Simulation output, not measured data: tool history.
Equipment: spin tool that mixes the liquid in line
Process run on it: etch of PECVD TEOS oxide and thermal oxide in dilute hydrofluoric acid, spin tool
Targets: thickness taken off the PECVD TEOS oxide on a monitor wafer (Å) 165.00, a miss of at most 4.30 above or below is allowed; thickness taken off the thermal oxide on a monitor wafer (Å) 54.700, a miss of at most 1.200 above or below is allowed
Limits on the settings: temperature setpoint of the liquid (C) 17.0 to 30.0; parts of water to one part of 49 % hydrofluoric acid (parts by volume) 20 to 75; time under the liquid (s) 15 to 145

| run | hour | temperature setpoint of the liquid (C) | parts of water to one part of 49 % hydrofluoric acid (parts by volume) | time under the liquid (s) | thickness taken off the PECVD TEOS oxide on a monitor wafer (Å) | thickness taken off the thermal oxide on a monitor wafer (Å) |
|---|---|---|---|---|---|---|
| 1 | 0.0 | 22.0 | 45 | 75 | 227.55 | 74.261 |
| 2 | 2.1 | 22.0 | 35 | 75 | 294.93 | 96.812 |
| 3 | 9.1 | 22.0 | 40 | 75 | 253.74 | 84.288 |
| 4 | 13.7 | 23.5 | 40 | 75 | 270.22 | 90.272 |
| 5 | 18.2 | 23.5 | 40 | 100 | 361.81 | 120.270 |
| 6 | 22.4 | 26.5 | 40 | 100 | 414.33 | 136.140 |
| 7 | 28.4 | 25.0 | 45 | 100 | 341.80 | 112.810 |
| 8 | 29.7 | 24.0 | 50 | 100 | 290.65 | 96.710 |
| 9 | 30.7 | 23.0 | 50 | 100 | 280.93 | 93.241 |
| 10 | 31.8 | 22.0 | 50 | 100 | 268.80 | 89.409 |
| 11 | 36.3 | 21.5 | 50 | 100 | 263.07 | 87.309 |
| 12 | 43.2 | 21.0 | 50 | 100 | 258.42 | 84.931 |
| 13 | 50.6 | 20.5 | 50 | 100 | 248.25 | 83.203 |
| 14 | 51.4 | 20.0 | 50 | 100 | 246.29 | 82.032 |
| 15 | 58.1 | 19.5 | 50 | 100 | 240.20 | 80.740 |

Of the 5 settings listed for the next run, only one would bring every result within its allowed miss of target. Which one?
| A | 64.8 | 22.0 | 75 | 90 | ? | ? |
| B | 64.8 | 21.0 | 55 | 75 | ? | ? |
| C | 64.8 | 23.0 | 60 | 75 | ? | ? |
| D | 64.8 | 24.0 | 60 | 65 | ? | ? |
| E | 64.8 | 19.5 | 65 | 90 | ? | ? |

| move | thickness taken off the PECVD TEOS oxide on a monitor wafer (Å) | thickness taken off the thermal oxide on a monitor wafer (Å) |
|---|---|---|
| A | 156.31 | 51.728 |
| B | 174.24 | 57.663 |
| C | 172.82 | 57.191 |
| D | 156.16 | 51.680 |
| E | 164.04 | 54.287 |
A: moves the result that the last run missed by most past its target, out the other side
B: moves toward the targets from the last run without getting all of them in spec
C: moves toward the targets from the last run without getting all of them in spec
D: moves the result that the last run missed by most past its target, out the other side
E: each result inside its tolerance
Answer: E
